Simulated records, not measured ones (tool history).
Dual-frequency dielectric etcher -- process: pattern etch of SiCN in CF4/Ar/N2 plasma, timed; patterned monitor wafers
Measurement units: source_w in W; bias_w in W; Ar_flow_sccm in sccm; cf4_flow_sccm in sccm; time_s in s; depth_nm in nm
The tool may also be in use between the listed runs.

{"run": 1, "hour": 0.0, "source_w": 470, "bias_w": 82, "Ar_flow_sccm": 77, "cf4_flow_sccm": 44, "time_s": 109, "depth_nm": 96.871}
{"run": 2, "hour": 3.7, "source_w": 470, "bias_w": 82, "Ar_flow_sccm": 77, "cf4_flow_sccm": 47, "time_s": 109, "depth_nm": 97.299}
{"run": 3, "hour": 6.5, "source_w": 470, "bias_w": 82, "Ar_flow_sccm": 86, "cf4_flow_sccm": 47, "time_s": 109, "depth_nm": 96.215}
{"run": 4, "hour": 11.4, "source_w": 470, "bias_w": 82, "Ar_flow_sccm": 86, "cf4_flow_sccm": 47, "time_s": 109, "depth_nm": 96.017}
{"run": 5, "hour": 16.6, "source_w": 420, "bias_w": 81, "Ar_flow_sccm": 86, "cf4_flow_sccm": 47, "time_s": 109, "depth_nm": 87.407}
{"run": 6, "hour": 23.1, "source_w": 420, "bias_w": 81, "Ar_flow_sccm": 86, "cf4_flow_sccm": 42, "time_s": 109, "depth_nm": 86.268}
{"run": 7, "hour": 24.6, "source_w": 380, "bias_w": 80, "Ar_flow_sccm": 86, "cf4_flow_sccm": 42, "time_s": 109, "depth_nm": 79.186}

What does the tool deliver on the next run?
{"run": 8, "hour": 26.5, "source_w": 380, "bias_w": 80, "Ar_flow_sccm": 86, "cf4_flow_sccm": 42, "time_s": 109, "depth_nm": "?"}

Run 8 produced depth_nm 79.238 nm.
